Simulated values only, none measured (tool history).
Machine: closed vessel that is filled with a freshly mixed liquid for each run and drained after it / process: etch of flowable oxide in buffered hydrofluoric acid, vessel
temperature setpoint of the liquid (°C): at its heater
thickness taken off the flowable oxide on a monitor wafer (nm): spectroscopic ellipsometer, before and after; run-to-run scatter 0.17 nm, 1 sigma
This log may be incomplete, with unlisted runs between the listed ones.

run	hour	temperature setpoint of the liquid (°C)	parts of 40 % ammonium fluoride to one part of 49 % hydrofluoric acid (parts by volume)	time in the liquid (s)	thickness taken off the flowable oxide on a monitor wafer (nm)
1	0.0	25.0	15.5	30	54.617
2	7.6	23.0	15.5	30	48.854
3	14.7	21.5	15.5	30	44.697
4	16.3	21.5	13.5	30	51.962
5	23.8	20.5	14.0	30	46.988
6	30.5	20.5	12.0	30	54.810

For run 7, what comes out?
7	36.1	17.0	16.5	30	?

thickness taken off the flowable oxide on a monitor wafer (nm): 32.660
